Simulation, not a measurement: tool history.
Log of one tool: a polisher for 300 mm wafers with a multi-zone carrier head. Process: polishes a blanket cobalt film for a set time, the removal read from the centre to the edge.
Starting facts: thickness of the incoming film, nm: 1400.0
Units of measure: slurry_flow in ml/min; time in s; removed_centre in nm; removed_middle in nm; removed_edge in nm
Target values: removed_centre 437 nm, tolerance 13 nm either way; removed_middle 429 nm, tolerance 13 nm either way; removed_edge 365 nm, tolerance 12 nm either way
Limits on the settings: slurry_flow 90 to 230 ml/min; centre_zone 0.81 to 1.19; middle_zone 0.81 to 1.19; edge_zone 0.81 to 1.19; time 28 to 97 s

run,hour,slurry_flow,centre_zone,middle_zone,edge_zone,time,removed_centre,removed_middle,removed_edge
1,0,150,1,1,1,62,267.89,268.05,261.53
2,3.3,150,1,1,0.97,62,271.1,272,256.15
3,4.5,155,1.02,1.02,0.98,64,286.6,284.83,266.33
4,12,145,1.02,1.02,0.98,64,277.69,278.28,264.36
5,16.2,150,1.03,1.03,0.99,66,296.42,294.48,269.12
6,17.4,155,1.03,1.03,1,68,307.28,312.4,282.54
7,18.6,155,1.03,1.03,1,68,310.13,303.63,283.32
8,23.5,160,1.03,1.04,1.01,69,307.71,317,291.8
9,31.5,165,1.04,1.05,1.01,70,321.87,325.94,293.68
10,38,170,1.05,1.06,1.02,71,334.11,337.12,302.73
11,39.4,175,1.06,1.07,1.03,72,338.5,341.87,310.3
12,41,180,1.07,1.08,1.03,73,356.71,349.14,311.22
13,48.8,200,1.1,1.18,1.13,82,419.08,440.03,370.24
14,54.3,205,1.12,1.17,1.12,81,415.03,431.25,369.9
15,60.3,205,1.13,1.17,1.11,81,419.01,423.95,363.03

Below are 4 possible settings for the next run. Only one of them brings all results inside the allowed miss of their targets. Which is it?
A,66.3,225,1.11,1.03,1.19,84,?,?,?
B,66.3,230,1.14,1.16,1.07,81,?,?,?
C,66.3,185,1.03,1.14,1.11,83,?,?,?
D,66.3,210,1.08,1.18,1.11,81,?,?,?

move,removed_centre,removed_middle,removed_edge
A,440.89,404.51,392.3
B,438.51,433.06,360.65
C,391.5,423.66,366.95
D,409.66,434.21,363.11
A: corrects the largest miss of the last run, while another result sits out of spec
B: hits every target within its allowed miss
C: the biggest miss grows against the last run
D: the biggest miss grows against the last run
B is the move that brings every result within its allowed miss.
